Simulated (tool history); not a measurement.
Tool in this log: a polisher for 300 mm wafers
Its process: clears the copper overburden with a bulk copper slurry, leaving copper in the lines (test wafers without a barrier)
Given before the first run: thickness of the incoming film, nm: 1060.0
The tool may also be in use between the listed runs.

run	hour	flow of slurry (ml/min)	pressure of the wafer on the pad (psi)	speed of the pad under the wafer (cm/s)	abrasive content of the slurry	overpolish time after the end point (s)	time until the end point was called (s)	dishing of a wide line in a test structure (Å)
1	0	305	3	122	1	10	84.948	734.97
2	3	355	3	122	1	10	86.354	727.63
3	7.5	355	2.9	122	1	10	87.349	699.93
4	11	355	3.3	122	1	10	77.836	771.55
5	13.5	355	3.1	122	1	10	80.198	753.26
6	16.9	355	2.9	122	1	10	90.706	710.85
7	23.4	355	2.8	122	1	10	92.65	698.65
# hour 25.1: head pressure recalibrated
8	25.1	355	2.7	122	1	10	100.78	647.68

Run 9, settings as shown, results not yet in. Your forecast:
9	28.1	355	2.6	122	1	10	?	?

{"run 9": {"time until the end point was called (s)": 104.96, "dishing of a wide line in a test structure (Å)": 635.88}}

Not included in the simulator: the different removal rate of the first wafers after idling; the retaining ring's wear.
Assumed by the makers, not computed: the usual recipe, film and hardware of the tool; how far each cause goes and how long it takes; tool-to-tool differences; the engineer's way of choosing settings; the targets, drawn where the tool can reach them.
